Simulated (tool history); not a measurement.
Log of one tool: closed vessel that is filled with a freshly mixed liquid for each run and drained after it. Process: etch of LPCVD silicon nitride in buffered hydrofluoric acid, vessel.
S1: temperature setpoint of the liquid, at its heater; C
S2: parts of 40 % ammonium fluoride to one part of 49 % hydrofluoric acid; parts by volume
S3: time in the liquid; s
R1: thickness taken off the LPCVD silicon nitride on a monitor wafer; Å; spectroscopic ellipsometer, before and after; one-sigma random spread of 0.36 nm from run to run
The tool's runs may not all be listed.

{"run": 1, "hour": 0.0, "S1": 24, "S2": 9.0, "S3": 3115, "R1": 444.0}
{"run": 2, "hour": 1.1, "S1": 24, "S2": 7.0, "S3": 3115, "R1": 583.06}
{"run": 3, "hour": 1.9, "S1": 24, "S2": 9.0, "S3": 3115, "R1": 440.79}
{"run": 4, "hour": 3.2, "S1": 24, "S2": 8.0, "S3": 3115, "R1": 503.14}
{"run": 5, "hour": 7.2, "S1": 24, "S2": 10.5, "S3": 3115, "R1": 396.99}
{"run": 6, "hour": 11.7, "S1": 24, "S2": 10.5, "S3": 3320, "R1": 423.16}

Predict the results of run 7:
{"run": 7, "hour": 20.7, "S1": 26, "S2": 10.5, "S3": 3320, "R1": "?"}

R1: 466.76 Å

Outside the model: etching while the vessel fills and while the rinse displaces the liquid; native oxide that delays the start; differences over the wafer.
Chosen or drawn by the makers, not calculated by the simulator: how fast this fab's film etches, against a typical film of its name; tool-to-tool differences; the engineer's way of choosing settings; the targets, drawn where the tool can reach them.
